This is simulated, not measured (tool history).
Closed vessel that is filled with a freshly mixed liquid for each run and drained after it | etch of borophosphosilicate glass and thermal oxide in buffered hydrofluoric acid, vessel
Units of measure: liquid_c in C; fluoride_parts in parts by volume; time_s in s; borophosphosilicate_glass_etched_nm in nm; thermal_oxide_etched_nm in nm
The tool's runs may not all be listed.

run,hour,liquid_c,fluoride_parts,time_s,borophosphosilicate_glass_etched_nm,thermal_oxide_etched_nm
1,0.0,21.0,23.0,60,85.525,24.210
2,3.8,21.0,29.5,60,72.143,20.435
3,11.2,23.5,28.5,60,85.177,24.105
4,15.2,23.5,24.5,60,93.893,27.261
5,16.9,24.5,24.5,60,99.639,28.481
6,26.2,24.5,28.0,60,91.335,25.785

What will run 7 give?
7,30.2,26.0,27.5,60,?,?

{"run 7": {"borophosphosilicate_glass_etched_nm": 99.473, "thermal_oxide_etched_nm": 28.719}}
